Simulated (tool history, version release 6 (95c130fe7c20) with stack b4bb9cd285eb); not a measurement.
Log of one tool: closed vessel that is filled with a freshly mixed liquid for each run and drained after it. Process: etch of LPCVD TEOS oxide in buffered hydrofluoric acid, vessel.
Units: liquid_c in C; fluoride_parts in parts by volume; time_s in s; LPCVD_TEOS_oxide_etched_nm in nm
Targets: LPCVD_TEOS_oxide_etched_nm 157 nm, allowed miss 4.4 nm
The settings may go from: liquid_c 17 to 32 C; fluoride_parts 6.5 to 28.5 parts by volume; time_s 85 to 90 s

run	hour	liquid_c	fluoride_parts	time_s	LPCVD_TEOS_oxide_etched_nm
1	0	24	17.5	85	239.89
2	2.6	24	17.5	90	251.43
3	9.9	24	13	90	339.32
4	11.9	24	13	85	323.67
5	16.8	24	15.5	85	267.62
6	24.1	23	16	85	243.96
7	27.1	22	16	85	228.15
8	29.7	21.5	16	85	225.65
9	37.6	17.5	19	85	152.44

Which of these 5 next moves meets every target?
A	45.5	17	17	85	?
B	45.5	17	20	90	?
C	45.5	18.5	19.5	90	?
D	45.5	17	18	90	?
E	45.5	19.5	23	90	?

move	LPCVD_TEOS_oxide_etched_nm
A	164.9
B	148.69
C	166.06
D	165.01
E	155.61
A: takes the result that was furthest off past its target
B: further off than the last run
C: takes the result that was furthest off past its target
D: takes the result that was furthest off past its target
E: meets every target
Move E is the one to make.
